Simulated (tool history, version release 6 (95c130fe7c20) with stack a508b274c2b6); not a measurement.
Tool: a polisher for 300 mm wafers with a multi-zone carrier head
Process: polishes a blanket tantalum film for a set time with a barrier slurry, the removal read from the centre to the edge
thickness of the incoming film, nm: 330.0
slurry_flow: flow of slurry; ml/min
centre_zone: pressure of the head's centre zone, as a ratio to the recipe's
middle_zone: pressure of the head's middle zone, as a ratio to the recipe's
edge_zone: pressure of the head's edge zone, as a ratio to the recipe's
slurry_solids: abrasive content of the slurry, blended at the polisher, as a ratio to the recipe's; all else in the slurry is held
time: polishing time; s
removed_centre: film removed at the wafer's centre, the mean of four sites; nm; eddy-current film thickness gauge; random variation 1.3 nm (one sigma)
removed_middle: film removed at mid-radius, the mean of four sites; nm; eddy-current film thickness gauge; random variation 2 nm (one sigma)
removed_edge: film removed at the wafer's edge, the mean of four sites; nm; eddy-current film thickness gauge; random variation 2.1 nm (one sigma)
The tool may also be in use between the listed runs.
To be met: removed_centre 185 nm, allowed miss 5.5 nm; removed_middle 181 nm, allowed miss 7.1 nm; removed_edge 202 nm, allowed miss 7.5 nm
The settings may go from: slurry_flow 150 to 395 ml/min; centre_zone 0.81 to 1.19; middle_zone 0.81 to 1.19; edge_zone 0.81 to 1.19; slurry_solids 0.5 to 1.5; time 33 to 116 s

run,hour,slurry_flow,centre_zone,middle_zone,edge_zone,slurry_solids,time,removed_centre,removed_middle,removed_edge
1,0,250,1,1,1,1,74,133.42,133.18,129.6
2,1,250,1,0.99,1.02,1.05,76,140.32,137.17,136.44
3,5.5,250,0.99,0.99,1.04,1.1,78,145.9,141.83,141.51
4,13.2,245,0.97,0.98,1.05,1.15,80,149.79,149.29,150.27
5,18.1,210,0.97,0.98,1.05,1.15,80,146.08,144.33,146.74
6,25.5,210,0.97,1.03,1.05,1.15,80,145.77,153.75,147.56
7,29.6,215,0.96,1.02,1.07,1.2,81,148.58,153.5,149.96
8,31.3,215,0.95,1.01,1.08,1.25,83,152.11,157.55,160.82
9,32.5,220,0.95,1.01,1.09,1.3,84,157.89,163.29,162.12
10,41,220,0.95,1,1.1,1.3,85,160.68,161.56,166.32
11,43.1,225,0.95,1,1.11,1.3,86,160.28,166.65,171.58
12,51.2,230,0.95,1,1.12,1.3,86,163,167.37,171.77
13,59.6,235,0.95,0.99,1.13,1.3,86,163.12,165.26,173.78
14,62.7,290,0.96,0.97,1.19,1.5,89,181.63,179.89,186
15,70.5,285,0.96,0.96,1.19,1.5,90,185.32,181.92,193.92

Which of these 4 next moves meets every target?
A,78.3,295,1.07,0.97,1.16,1.45,87,?,?,?
B,78.3,365,1,1.05,1.12,1.5,85,?,?,?
C,78.3,275,0.99,0.96,1.08,1.35,92,?,?,?
D,78.3,280,0.93,0.93,1.19,1.4,95,?,?,?

move,removed_centre,removed_middle,removed_edge
A,190.5,173.22,183.38
B,182.72,185.89,180.59
C,185.83,177.07,184.39
D,185.99,180.14,199.74
A: further off than the last run
B: further off than the last run
C: further off than the last run
D: meets every target
Answer: D

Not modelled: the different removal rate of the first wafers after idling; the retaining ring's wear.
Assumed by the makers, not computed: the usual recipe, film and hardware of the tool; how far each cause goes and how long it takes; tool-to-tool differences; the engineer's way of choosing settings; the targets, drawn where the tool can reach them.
